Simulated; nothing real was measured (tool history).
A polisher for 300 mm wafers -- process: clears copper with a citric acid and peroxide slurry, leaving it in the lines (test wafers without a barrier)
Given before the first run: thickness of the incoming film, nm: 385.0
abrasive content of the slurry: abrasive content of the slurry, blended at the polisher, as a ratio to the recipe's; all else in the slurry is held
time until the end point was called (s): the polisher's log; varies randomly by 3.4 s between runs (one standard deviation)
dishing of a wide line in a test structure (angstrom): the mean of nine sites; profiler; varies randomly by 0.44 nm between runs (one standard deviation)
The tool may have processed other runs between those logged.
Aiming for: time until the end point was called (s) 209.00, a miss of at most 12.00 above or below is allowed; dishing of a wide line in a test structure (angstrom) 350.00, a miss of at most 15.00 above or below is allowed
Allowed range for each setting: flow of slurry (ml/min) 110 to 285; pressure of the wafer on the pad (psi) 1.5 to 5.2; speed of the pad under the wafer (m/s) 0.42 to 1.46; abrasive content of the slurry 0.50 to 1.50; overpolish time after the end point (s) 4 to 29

| run | hour | flow of slurry (ml/min) | pressure of the wafer on the pad (psi) | speed of the pad under the wafer (m/s) | abrasive content of the slurry | overpolish time after the end point (s) | time until the end point was called (s) | dishing of a wide line in a test structure (angstrom) |
|---|---|---|---|---|---|---|---|---|
| 1 | 0.0 | 180 | 3.3 | 0.94 | 1.00 | 15 | 167.87 | 273.71 |
| 2 | 4.3 | 180 | 3.3 | 0.78 | 1.00 | 15 | 205.71 | 234.50 |
| 3 | 13.1 | 180 | 3.3 | 0.76 | 1.00 | 17 | 208.07 | 254.17 |
| 4 | 18.4 | 180 | 3.3 | 0.76 | 0.90 | 17 | 219.19 | 251.67 |
| 5 | 23.5 | 180 | 3.0 | 0.76 | 0.90 | 17 | 229.78 | 246.31 |
| 6 | 30.3 | 175 | 3.1 | 0.78 | 0.85 | 18 | 222.85 | 262.32 |
| 7 | 31.2 | 175 | 3.1 | 0.78 | 0.85 | 18 | 219.77 | 264.90 |
| 8 | 32.1 | 175 | 3.1 | 0.78 | 0.85 | 19 | 220.78 | 269.70 |
| 9 | 33.8 | 175 | 3.2 | 0.78 | 0.85 | 20 | 213.25 | 295.10 |
| 10 | 35.5 | 175 | 3.2 | 0.78 | 0.85 | 21 | 217.85 | 303.10 |
| 11 | 37.9 | 175 | 3.3 | 0.78 | 0.85 | 22 | 213.22 | 332.14 |
| 12 | 42.3 | 175 | 3.4 | 0.78 | 0.85 | 22 | 201.89 | 329.01 |
| 13 | 47.4 | 175 | 3.3 | 0.78 | 0.85 | 22 | 212.02 | 321.72 |

Below are 5 possible settings for the next run. Only one of them brings all results inside the allowed miss of their targets. Which is it?
| A | 52.5 | 170 | 4.5 | 0.72 | 0.90 | 21 | ? | ? |
| B | 52.5 | 165 | 3.0 | 0.78 | 0.80 | 21 | ? | ? |
| C | 52.5 | 175 | 3.4 | 0.78 | 0.80 | 21 | ? | ? |
| D | 52.5 | 185 | 2.9 | 0.84 | 0.85 | 24 | ? | ? |
| E | 52.5 | 225 | 3.6 | 0.82 | 1.20 | 18 | ? | ? |

| move | time until the end point was called (s) | dishing of a wide line in a test structure (angstrom) |
|---|---|---|
| A | 185.01 | 352.20 |
| B | 226.90 | 290.25 |
| C | 208.14 | 314.74 |
| D | 209.73 | 351.39 |
| E | 173.82 | 322.59 |
A: the worst result of the last run now meets its target, but another is out of spec
B: further off than the last run
C: further off than the last run
D: each result inside its tolerance
E: further off than the last run
Move D is the one to make.
